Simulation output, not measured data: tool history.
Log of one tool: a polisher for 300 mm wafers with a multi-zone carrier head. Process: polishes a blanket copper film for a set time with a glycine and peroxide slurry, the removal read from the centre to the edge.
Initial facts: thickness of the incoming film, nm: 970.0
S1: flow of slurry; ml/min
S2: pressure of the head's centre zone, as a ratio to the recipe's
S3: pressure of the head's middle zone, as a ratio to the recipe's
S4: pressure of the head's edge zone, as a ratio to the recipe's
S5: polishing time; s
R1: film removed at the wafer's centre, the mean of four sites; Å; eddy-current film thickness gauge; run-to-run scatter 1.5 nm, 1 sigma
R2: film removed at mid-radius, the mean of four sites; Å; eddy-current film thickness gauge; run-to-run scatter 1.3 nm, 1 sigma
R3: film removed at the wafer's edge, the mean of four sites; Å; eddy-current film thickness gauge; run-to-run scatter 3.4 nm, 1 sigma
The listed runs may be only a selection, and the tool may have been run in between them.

{"run": 1, "hour": 0.0, "S1": 280, "S2": 1.0, "S3": 1.0, "S4": 1.0, "S5": 74, "R1": 3386.0, "R2": 3323.6, "R3": 3393.4}
{"run": 2, "hour": 4.0, "S1": 280, "S2": 1.0, "S3": 1.05, "S4": 1.0, "S5": 74, "R1": 3364.4, "R2": 3489.1, "R3": 3471.9}
{"run": 3, "hour": 6.8, "S1": 280, "S2": 1.03, "S3": 1.05, "S4": 1.0, "S5": 74, "R1": 3524.8, "R2": 3484.5, "R3": 3367.3}
{"run": 4, "hour": 9.7, "S1": 280, "S2": 1.03, "S3": 1.05, "S4": 1.04, "S5": 74, "R1": 3504.7, "R2": 3425.9, "R3": 3442.3}
{"run": 5, "hour": 11.1, "S1": 280, "S2": 1.02, "S3": 1.03, "S4": 1.03, "S5": 71, "R1": 3295.6, "R2": 3262.6, "R3": 3332.7}
{"run": 6, "hour": 16.9, "S1": 275, "S2": 1.01, "S3": 1.01, "S4": 1.02, "S5": 69, "R1": 3175.8, "R2": 3128.3, "R3": 3132.8}
{"run": 7, "hour": 25.4, "S1": 270, "S2": 1.0, "S3": 0.99, "S4": 1.03, "S5": 67, "R1": 3052.7, "R2": 2966.6, "R3": 3134.3}
{"run": 8, "hour": 29.7, "S1": 270, "S2": 0.99, "S3": 0.98, "S4": 1.02, "S5": 65, "R1": 2961.1, "R2": 2838.3, "R3": 3005.3}
{"run": 9, "hour": 38.4, "S1": 265, "S2": 0.97, "S3": 0.97, "S4": 1.01, "S5": 64, "R1": 2820.3, "R2": 2786.4, "R3": 2944.9}
{"run": 10, "hour": 40.5, "S1": 240, "S2": 0.88, "S3": 0.87, "S4": 0.91, "S5": 48, "R1": 1941.9, "R2": 1891.3, "R3": 2074.2}
{"run": 11, "hour": 42.9, "S1": 250, "S2": 0.88, "S3": 0.87, "S4": 0.92, "S5": 48, "R1": 1920.7, "R2": 1901.6, "R3": 2123.2}
{"run": 12, "hour": 47.3, "S1": 255, "S2": 0.88, "S3": 0.88, "S4": 0.93, "S5": 48, "R1": 1930.2, "R2": 1928.0, "R3": 2145.2}

Estimate the outcome of run 13 from the log above:
{"run": 13, "hour": 48.3, "S1": 260, "S2": 0.88, "S3": 0.88, "S4": 0.94, "S5": 48, "R1": "?", "R2": "?", "R3": "?"}

R1: 1913.1 Å
R2: 1917.5 Å
R3: 2101.3 Å

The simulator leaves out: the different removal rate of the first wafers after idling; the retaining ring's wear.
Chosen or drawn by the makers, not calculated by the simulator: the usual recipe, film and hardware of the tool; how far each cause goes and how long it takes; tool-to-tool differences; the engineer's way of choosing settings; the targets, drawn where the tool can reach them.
